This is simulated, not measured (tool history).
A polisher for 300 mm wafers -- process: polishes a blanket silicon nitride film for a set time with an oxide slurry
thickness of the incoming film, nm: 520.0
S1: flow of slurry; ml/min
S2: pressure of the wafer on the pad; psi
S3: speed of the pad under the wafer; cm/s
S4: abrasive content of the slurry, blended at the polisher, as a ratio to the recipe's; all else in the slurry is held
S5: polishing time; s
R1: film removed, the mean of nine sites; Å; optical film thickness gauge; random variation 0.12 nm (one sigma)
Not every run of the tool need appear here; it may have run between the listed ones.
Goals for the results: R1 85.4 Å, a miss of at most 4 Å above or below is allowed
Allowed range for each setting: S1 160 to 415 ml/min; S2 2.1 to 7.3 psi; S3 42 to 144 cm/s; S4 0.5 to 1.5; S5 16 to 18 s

run  hour   S1   S2   S3  S4  S5      R1
  1     0  265  4.7   92   1  18  128.81
  2   1.3  265  4.7   92   1  18   126.8
  3   9.6  265  4.7  106   1  18  139.28
  4  15.2  265  4.7   92   1  18  127.69
  5    20  240  4.7   92   1  18  124.69
  6  24.1  240  5.7   92   1  18  151.08
  7  26.7  240    5   90   1  18   126.6
  8  29.3  225  4.6   90   1  18   124.4
  9  34.5  225  4.6   90   1  18  120.65
 10  40.9  225  4.1   88   1  18   105.7
 11  46.4  225  3.9   88   1  18  100.05
 12  50.7  225  3.7   88   1  18  97.652
 13  59.5  225  3.5   88   1  18  91.024

Next run, 4 choices. One meets every target within its allowed miss, the rest don't. Which?
  A  68.3  235  3.2   84   1.1  16   ?
  B  68.3  230  3.5  102   0.9  16   ?
  C  68.3  235  3.7   80   0.9  16   ?
  D  68.3  290  3.2   98  0.75  18   ?

move      R1
   A  78.078
   B  86.424
   C  74.897
   D    76.3
A: carries the result that was furthest off beyond its target, to the other side
B: hits every target within its allowed miss
C: carries the result that was furthest off beyond its target, to the other side
D: carries the result that was furthest off beyond its target, to the other side
B is the move that brings every result within its allowed miss.

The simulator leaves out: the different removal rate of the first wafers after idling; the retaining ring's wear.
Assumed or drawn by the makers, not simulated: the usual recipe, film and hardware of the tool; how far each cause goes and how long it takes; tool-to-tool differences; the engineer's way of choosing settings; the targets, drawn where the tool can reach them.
